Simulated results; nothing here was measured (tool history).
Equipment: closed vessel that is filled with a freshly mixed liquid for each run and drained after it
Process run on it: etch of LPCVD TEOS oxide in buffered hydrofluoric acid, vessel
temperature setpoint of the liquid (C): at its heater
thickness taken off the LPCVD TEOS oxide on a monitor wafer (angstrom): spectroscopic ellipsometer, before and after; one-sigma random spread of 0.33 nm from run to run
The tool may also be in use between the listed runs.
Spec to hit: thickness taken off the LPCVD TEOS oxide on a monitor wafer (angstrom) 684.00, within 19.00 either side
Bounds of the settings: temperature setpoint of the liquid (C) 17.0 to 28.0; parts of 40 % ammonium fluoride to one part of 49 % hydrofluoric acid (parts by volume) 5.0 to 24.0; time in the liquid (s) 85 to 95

| run | hour | temperature setpoint of the liquid (C) | parts of 40 % ammonium fluoride to one part of 49 % hydrofluoric acid (parts by volume) | time in the liquid (s) | thickness taken off the LPCVD TEOS oxide on a monitor wafer (angstrom) |
|---|---|---|---|---|---|
| 1 | 0.0 | 20.0 | 14.5 | 85 | 951.86 |
| 2 | 1.2 | 20.0 | 16.0 | 85 | 858.57 |
| 3 | 2.3 | 20.0 | 16.0 | 95 | 960.33 |
| 4 | 7.9 | 22.5 | 16.0 | 95 | 1110.40 |
| 5 | 15.1 | 21.0 | 17.0 | 95 | 959.70 |
| 6 | 16.2 | 20.0 | 17.5 | 95 | 882.15 |
| 7 | 20.2 | 19.0 | 18.0 | 95 | 808.94 |
| 8 | 29.1 | 18.5 | 18.5 | 95 | 765.43 |
| 9 | 36.1 | 18.0 | 18.5 | 95 | 748.05 |
| 10 | 38.0 | 18.0 | 18.5 | 95 | 748.10 |
| 11 | 44.4 | 17.5 | 18.5 | 95 | 726.82 |

Exactly one of the 4 candidate moves below puts every result within its allowed miss. Which one?
| A | 50.8 | 18.0 | 16.5 | 85 | ? |
| B | 50.8 | 21.0 | 21.5 | 90 | ? |
| C | 50.8 | 17.5 | 17.5 | 90 | ? |
| D | 50.8 | 18.0 | 19.0 | 90 | ? |

| move | thickness taken off the LPCVD TEOS oxide on a monitor wafer (angstrom) |
|---|---|
| A | 745.59 |
| B | 736.94 |
| C | 723.71 |
| D | 686.74 |
A: its largest miss is bigger than the last run's
B: its largest miss is bigger than the last run's
C: gains on the last run, yet a result remains outside its allowed miss
D: every result lands within tolerance
Go with D: it meets all targets.
